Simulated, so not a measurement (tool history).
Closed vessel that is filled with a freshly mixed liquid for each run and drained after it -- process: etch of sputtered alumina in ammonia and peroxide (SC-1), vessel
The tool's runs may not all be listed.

run,hour,temperature setpoint of the liquid (C),parts of 29 % ammonia solution to one part of 30 % peroxide (parts by volume),time in the liquid (s),thickness taken off the sputtered alumina on a monitor wafer (nm)
1,0,51,0.75,1105,54.786
2,4.5,48.5,0.75,1105,48.075
3,6.8,52.5,0.75,1105,59.809
4,11.8,55,0.75,1105,68.29
5,13.7,57,0.75,1105,75.985
6,18,57,1,1105,78.352

Forecast run 7:
7,22.4,58.5,1,1105,?

{"run 7": {"thickness taken off the sputtered alumina on a monitor wafer (nm)": 83.588}}

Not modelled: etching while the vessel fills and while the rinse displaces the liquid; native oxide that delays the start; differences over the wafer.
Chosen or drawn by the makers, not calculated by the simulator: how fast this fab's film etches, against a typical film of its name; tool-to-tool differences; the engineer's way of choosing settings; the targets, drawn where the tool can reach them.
